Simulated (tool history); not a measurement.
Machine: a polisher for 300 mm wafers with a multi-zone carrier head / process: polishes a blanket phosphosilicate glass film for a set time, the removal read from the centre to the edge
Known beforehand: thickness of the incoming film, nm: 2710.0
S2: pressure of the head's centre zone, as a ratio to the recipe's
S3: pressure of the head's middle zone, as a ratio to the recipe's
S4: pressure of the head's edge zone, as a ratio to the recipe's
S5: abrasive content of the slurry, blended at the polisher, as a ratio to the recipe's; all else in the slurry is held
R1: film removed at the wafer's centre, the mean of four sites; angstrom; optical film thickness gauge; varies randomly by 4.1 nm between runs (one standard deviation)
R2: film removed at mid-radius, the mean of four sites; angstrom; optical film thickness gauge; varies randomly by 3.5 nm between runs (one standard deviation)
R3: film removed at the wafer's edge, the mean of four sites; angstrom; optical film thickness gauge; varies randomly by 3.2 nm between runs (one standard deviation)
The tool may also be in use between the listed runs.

Run 1, hour 0.0: flow of slurry (ml/min) 230, S2 1.00, S3 1.00, S4 1.00, S5 1.00, polishing time (s) 47. Result: R1 2985.9 angstrom, R2 3046.1 angstrom, R3 3082.3 angstrom.
Run 2, hour 5.4: flow of slurry (ml/min) 235, S2 1.02, S3 0.99, S4 1.00, S5 1.00, polishing time (s) 47. Result: R1 2984.5 angstrom, R2 2967.1 angstrom, R3 3032.6 angstrom.
Run 3, hour 11.9: flow of slurry (ml/min) 235, S2 1.02, S3 0.91, S4 1.00, S5 1.00, polishing time (s) 47. Result: R1 3111.2 angstrom, R2 2864.7 angstrom, R3 3096.4 angstrom.
Run 4, hour 20.8: flow of slurry (ml/min) 240, S2 1.04, S3 0.91, S4 1.00, S5 1.00, polishing time (s) 47. Result: R1 3091.2 angstrom, R2 2845.4 angstrom, R3 3098.4 angstrom.
Run 5, hour 25.4: flow of slurry (ml/min) 240, S2 0.97, S3 0.91, S4 1.00, S5 1.00, polishing time (s) 47. Result: R1 2929.7 angstrom, R2 2832.2 angstrom, R3 3114.5 angstrom.
Run 6, hour 34.4: flow of slurry (ml/min) 240, S2 0.97, S3 0.91, S4 1.00, S5 1.00, polishing time (s) 39. Result: R1 2435.7 angstrom, R2 2358.7 angstrom, R3 2572.1 angstrom.

Run 7 comes next. What will it give?
Run 7, hour 36.5: flow of slurry (ml/min) 245, S2 1.00, S3 0.91, S4 1.00, S5 1.05, polishing time (s) 39. Result: R1 ?, R2 ?, R3 ?.

Run 7 yielded R1 2547.7 angstrom, R2 2407.7 angstrom, R3 2616.7 angstrom.
